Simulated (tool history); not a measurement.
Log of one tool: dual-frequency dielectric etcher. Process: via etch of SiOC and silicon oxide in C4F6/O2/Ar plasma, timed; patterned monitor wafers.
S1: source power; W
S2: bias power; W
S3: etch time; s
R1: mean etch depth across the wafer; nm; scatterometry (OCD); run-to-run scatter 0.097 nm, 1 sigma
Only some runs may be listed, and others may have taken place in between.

run 1 hour=0 | S1=380 S2=150 S3=36 | R1=37.841
run 2 hour=1 | S1=380 S2=124 S3=36 | R1=35.896
run 3 hour=2.3 | S1=420 S2=130 S3=36 | R1=37.759
run 4 hour=3.5 | S1=450 S2=135 S3=36 | R1=38.788
run 5 hour=5.5 | S1=470 S2=142 S3=36 | R1=39.925
run 6 hour=8.7 | S1=420 S2=142 S3=36 | R1=38.471
run 7 hour=16.9 | S1=450 S2=148 S3=36 | R1=39.81

Run 8 is up next; what results do you expect?
run 8 hour=25.6 | S1=470 S2=152 S3=36 | R1=?

Run 8 yielded R1 40.733 nm.
